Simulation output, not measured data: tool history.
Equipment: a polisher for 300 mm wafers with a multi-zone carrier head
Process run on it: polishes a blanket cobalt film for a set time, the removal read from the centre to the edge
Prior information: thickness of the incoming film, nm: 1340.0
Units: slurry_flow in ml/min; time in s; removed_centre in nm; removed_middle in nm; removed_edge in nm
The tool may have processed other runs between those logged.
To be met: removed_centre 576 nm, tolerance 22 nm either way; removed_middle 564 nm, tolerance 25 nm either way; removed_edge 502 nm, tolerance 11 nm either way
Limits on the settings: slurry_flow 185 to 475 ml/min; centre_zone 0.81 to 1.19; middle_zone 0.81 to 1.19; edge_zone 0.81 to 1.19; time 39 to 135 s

run 1 hour=0 | slurry_flow=305 centre_zone=1 middle_zone=1 edge_zone=1 time=87 | removed_centre=447.75 removed_middle=438.71 removed_edge=442.3
run 2 hour=8.1 | slurry_flow=320 centre_zone=1.05 middle_zone=1.06 edge_zone=1.03 time=89 | removed_centre=480.51 removed_middle=476.16 removed_edge=462.22
run 3 hour=9.3 | slurry_flow=335 centre_zone=1.1 middle_zone=1.1 edge_zone=1.05 time=90 | removed_centre=513.97 removed_middle=494.87 removed_edge=476.9
run 4 hour=11.6 | slurry_flow=310 centre_zone=1.1 middle_zone=1.1 edge_zone=1.05 time=90 | removed_centre=510.51 removed_middle=497.09 removed_edge=466.58
run 5 hour=14.4 | slurry_flow=310 centre_zone=1.1 middle_zone=1.1 edge_zone=1.05 time=100 | removed_centre=571.17 removed_middle=550.45 removed_edge=530.28
run 6 hour=19.8 | slurry_flow=350 centre_zone=1.1 middle_zone=1.1 edge_zone=1.05 time=100 | removed_centre=566.74 removed_middle=565.56 removed_edge=519.89
run 7 hour=23.9 | slurry_flow=355 centre_zone=1.11 middle_zone=1.1 edge_zone=1.03 time=100 | removed_centre=571.63 removed_middle=545.38 removed_edge=520.26
run 8 hour=24.5 | slurry_flow=355 centre_zone=1.12 middle_zone=1.13 edge_zone=1.01 time=100 | removed_centre=581.38 removed_middle=564.85 removed_edge=513.21
run 9 hour=32.8 | slurry_flow=355 centre_zone=1.12 middle_zone=1.13 edge_zone=1 time=100 | removed_centre=600.98 removed_middle=572.5 removed_edge=518.7

Consider the 5 candidate settings below. Which is the only one whose results all fall within their allowed miss of target?
run A hour=41.1 | slurry_flow=340 centre_zone=1.12 middle_zone=1.14 edge_zone=0.96 time=99 | removed_centre=? removed_middle=? removed_edge=?
run B hour=41.1 | slurry_flow=360 centre_zone=1.19 middle_zone=1.05 edge_zone=0.94 time=101 | removed_centre=? removed_middle=? removed_edge=?
run C hour=41.1 | slurry_flow=350 centre_zone=1.09 middle_zone=1.12 edge_zone=0.93 time=104 | removed_centre=? removed_middle=? removed_edge=?
run D hour=41.1 | slurry_flow=265 centre_zone=1.13 middle_zone=1.13 edge_zone=1.1 time=103 | removed_centre=? removed_middle=? removed_edge=?
run E hour=41.1 | slurry_flow=380 centre_zone=1.16 middle_zone=1.16 edge_zone=0.92 time=102 | removed_centre=? removed_middle=? removed_edge=?

move=A removed_centre=576.37 removed_middle=553.65 removed_edge=502.22
move=B removed_centre=628.16 removed_middle=530.51 removed_edge=511.27
move=C removed_centre=590.78 removed_middle=574.8 removed_edge=523.1
move=D removed_centre=587.39 removed_middle=556.71 removed_edge=537.73
move=E removed_centre=621.83 removed_middle=584.18 removed_edge=513.67
A: every result lands within tolerance
B: the furthest-off result lands on target, but another misses its tolerance
C: lands further from the targets than the last run did
D: lands further from the targets than the last run did
E: lands further from the targets than the last run did
Go with A: it meets all targets.
